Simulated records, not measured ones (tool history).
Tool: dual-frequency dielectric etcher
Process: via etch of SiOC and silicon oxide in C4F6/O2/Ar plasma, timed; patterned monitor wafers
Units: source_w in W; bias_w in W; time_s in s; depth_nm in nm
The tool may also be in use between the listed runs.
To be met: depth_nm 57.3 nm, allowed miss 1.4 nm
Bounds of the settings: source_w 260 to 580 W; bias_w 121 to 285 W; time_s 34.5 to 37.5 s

{"run": 1, "day": 0.0, "source_w": 420, "bias_w": 203, "time_s": 37.5, "depth_nm": 49.398}
{"run": 2, "day": 0.279, "source_w": 430, "bias_w": 205, "time_s": 37.5, "depth_nm": 49.361}
{"run": 3, "day": 0.529, "source_w": 430, "bias_w": 220, "time_s": 37.5, "depth_nm": 51.073}
{"run": 4, "day": 0.742, "source_w": 440, "bias_w": 222, "time_s": 37.5, "depth_nm": 51.795}
{"run": 5, "day": 0.938, "source_w": 440, "bias_w": 208, "time_s": 37.5, "depth_nm": 49.868}
{"run": 6, "day": 1.054, "source_w": 440, "bias_w": 195, "time_s": 37.5, "depth_nm": 49.198}
{"run": 7, "day": 1.262, "source_w": 450, "bias_w": 199, "time_s": 37.5, "depth_nm": 50.545}
{"run": 8, "day": 1.483, "source_w": 460, "bias_w": 200, "time_s": 37.5, "depth_nm": 50.7}
{"run": 9, "day": 1.617, "source_w": 470, "bias_w": 202, "time_s": 37.5, "depth_nm": 51.88}

4 next moves are on the table. One of them brings every result within its allowed miss. Which?
{"run": "A", "day": 1.75, "source_w": 520, "bias_w": 200, "time_s": 37.5, "depth_nm": "?"}
{"run": "B", "day": 1.75, "source_w": 430, "bias_w": 194, "time_s": 35, "depth_nm": "?"}
{"run": "C", "day": 1.75, "source_w": 510, "bias_w": 242, "time_s": 37.5, "depth_nm": "?"}
{"run": "D", "day": 1.75, "source_w": 480, "bias_w": 182, "time_s": 36, "depth_nm": "?"}

move=A depth_nm=53.747
move=B depth_nm=45.56
move=C depth_nm=56.786
move=D depth_nm=48.262
A: nearer than the last run, and not there yet
B: further off than the last run
C: meets every target
D: further off than the last run
Answer: C
